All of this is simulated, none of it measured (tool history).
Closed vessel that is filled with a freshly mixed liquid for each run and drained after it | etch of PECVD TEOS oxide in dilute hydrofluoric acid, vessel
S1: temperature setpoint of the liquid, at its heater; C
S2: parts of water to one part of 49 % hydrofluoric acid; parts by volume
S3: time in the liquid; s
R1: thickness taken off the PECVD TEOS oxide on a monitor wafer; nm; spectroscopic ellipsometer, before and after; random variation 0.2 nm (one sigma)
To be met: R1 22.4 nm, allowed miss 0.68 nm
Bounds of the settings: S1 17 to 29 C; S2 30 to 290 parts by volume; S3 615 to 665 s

run  hour    S1   S2   S3      R1
  1     0    21  160  615   50.15
  2   2.9  19.5  190  615  38.357
  3   7.6  18.5  210  615  33.031
  4  15.3    18  225  615  29.644
  5  22.2  17.5  240  615  26.765
  6  26.2  17.5  200  615  33.393
  7  31.9  17.5  220  615  29.936
  8  35.6  17.5  220  615    30.3
  9  43.7  17.5  235  615  27.806
 10  50.1  17.5  245  615  26.226
 11  55.9  17.5  255  615  25.066
 12  59.5  17.5  260  615  24.492
 13  64.5  17.5  260  615  24.233

Which of these 5 next moves meets every target?
  A  69.5  17  260  660   ?
  B  69.5  17  250  650   ?
  C  69.5  17  245  650   ?
  D  69.5  19  290  615   ?
  E  69.5  17  260  650   ?

move      R1
   A  26.181
   B  27.036
   C  27.701
   D  23.039
   E  25.784
A: further off than the last run
B: further off than the last run
C: further off than the last run
D: meets every target
E: further off than the last run
The right move is D.
